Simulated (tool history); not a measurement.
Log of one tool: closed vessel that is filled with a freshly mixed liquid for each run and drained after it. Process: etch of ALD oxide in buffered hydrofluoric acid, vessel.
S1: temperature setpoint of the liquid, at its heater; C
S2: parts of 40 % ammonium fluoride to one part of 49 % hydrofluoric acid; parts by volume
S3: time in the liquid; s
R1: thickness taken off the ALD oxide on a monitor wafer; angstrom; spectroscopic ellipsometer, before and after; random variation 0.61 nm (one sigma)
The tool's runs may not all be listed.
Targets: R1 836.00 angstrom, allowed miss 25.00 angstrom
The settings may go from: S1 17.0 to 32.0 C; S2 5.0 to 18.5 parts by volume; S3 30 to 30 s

{"run": 1, "day": 0.0, "S1": 24.0, "S2": 11.5, "S3": 30, "R1": 369.29}
{"run": 2, "day": 0.096, "S1": 24.0, "S2": 11.5, "S3": 30, "R1": 370.5}
{"run": 3, "day": 0.383, "S1": 24.0, "S2": 9.0, "S3": 30, "R1": 458.65}
{"run": 4, "day": 0.738, "S1": 24.0, "S2": 7.5, "S3": 30, "R1": 538.08}
{"run": 5, "day": 0.95, "S1": 24.0, "S2": 7.5, "S3": 30, "R1": 550.0}
{"run": 6, "day": 1.071, "S1": 24.0, "S2": 7.5, "S3": 30, "R1": 537.82}
{"run": 7, "day": 1.379, "S1": 26.5, "S2": 7.5, "S3": 30, "R1": 624.16}
{"run": 8, "day": 1.538, "S1": 28.0, "S2": 7.5, "S3": 30, "R1": 676.17}
{"run": 9, "day": 1.704, "S1": 29.0, "S2": 7.5, "S3": 30, "R1": 708.38}
{"run": 10, "day": 2.054, "S1": 30.0, "S2": 7.5, "S3": 30, "R1": 748.67}

Which of these 4 next moves meets every target?
{"run": "A", "day": 2.404, "S1": 32.0, "S2": 7.0, "S3": 30, "R1": "?"}
{"run": "B", "day": 2.404, "S1": 26.5, "S2": 5.5, "S3": 30, "R1": "?"}
{"run": "C", "day": 2.404, "S1": 29.0, "S2": 6.0, "S3": 30, "R1": "?"}
{"run": "D", "day": 2.404, "S1": 30.5, "S2": 8.5, "S3": 30, "R1": "?"}

move=A R1=912.82
move=B R1=856.22
move=C R1=907.07
move=D R1=691.27
A: takes the result that was furthest off past its target
B: meets every target
C: takes the result that was furthest off past its target
D: further off than the last run
Move B is the one to make.

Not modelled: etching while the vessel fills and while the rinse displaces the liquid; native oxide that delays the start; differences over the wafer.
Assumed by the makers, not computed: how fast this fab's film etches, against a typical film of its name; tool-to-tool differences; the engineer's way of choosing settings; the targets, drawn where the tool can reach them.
